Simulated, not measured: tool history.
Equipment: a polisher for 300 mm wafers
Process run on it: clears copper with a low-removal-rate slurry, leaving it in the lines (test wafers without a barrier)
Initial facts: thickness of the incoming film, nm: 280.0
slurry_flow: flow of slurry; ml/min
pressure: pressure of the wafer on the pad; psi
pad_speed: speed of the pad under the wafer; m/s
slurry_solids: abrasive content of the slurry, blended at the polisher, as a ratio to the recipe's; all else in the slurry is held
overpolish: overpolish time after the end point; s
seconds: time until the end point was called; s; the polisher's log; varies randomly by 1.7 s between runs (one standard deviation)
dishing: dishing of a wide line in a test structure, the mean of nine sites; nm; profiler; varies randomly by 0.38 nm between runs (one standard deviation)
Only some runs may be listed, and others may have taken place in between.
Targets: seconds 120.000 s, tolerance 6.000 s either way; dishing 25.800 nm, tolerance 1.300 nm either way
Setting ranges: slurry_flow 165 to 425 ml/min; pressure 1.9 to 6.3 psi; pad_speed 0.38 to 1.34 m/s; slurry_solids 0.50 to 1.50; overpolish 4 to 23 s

run	hour	slurry_flow	pressure	pad_speed	slurry_solids	overpolish	seconds	dishing
1	0.0	275	4.1	0.86	1.00	12	79.860	30.183
2	2.0	275	3.8	0.86	1.00	13	83.953	29.376
3	5.3	275	3.8	0.86	1.00	10	86.448	23.139
4	6.4	275	3.6	0.84	1.00	11	89.335	23.794
5	9.8	275	3.4	0.82	1.00	12	97.810	24.466
6	11.1	275	3.2	0.82	1.00	13	100.310	25.011
7	15.9	275	3.1	0.82	1.00	14	104.590	26.008
8	17.5	275	2.5	0.82	1.00	16	124.600	23.892
9	22.1	275	2.7	0.82	1.00	17	115.270	28.366
10	30.7	275	2.7	0.82	1.00	17	116.690	27.902

Which one of the following 4 next-run settings gets every result inside its allowed miss? There is exactly one.
A	39.3	380	2.6	0.72	1.10	20	?	?
B	39.3	275	2.7	0.86	1.10	17	?	?
C	39.3	270	3.0	0.72	0.90	16	?	?
D	39.3	265	3.0	0.82	0.75	19	?	?

move	seconds	dishing
A	130.410	29.327
B	113.260	28.801
C	121.910	25.563
D	113.670	31.869
A: moves away from the targets compared with the last run
B: moves away from the targets compared with the last run
C: all results land within tolerance of their targets
D: moves away from the targets compared with the last run
C meets every target.

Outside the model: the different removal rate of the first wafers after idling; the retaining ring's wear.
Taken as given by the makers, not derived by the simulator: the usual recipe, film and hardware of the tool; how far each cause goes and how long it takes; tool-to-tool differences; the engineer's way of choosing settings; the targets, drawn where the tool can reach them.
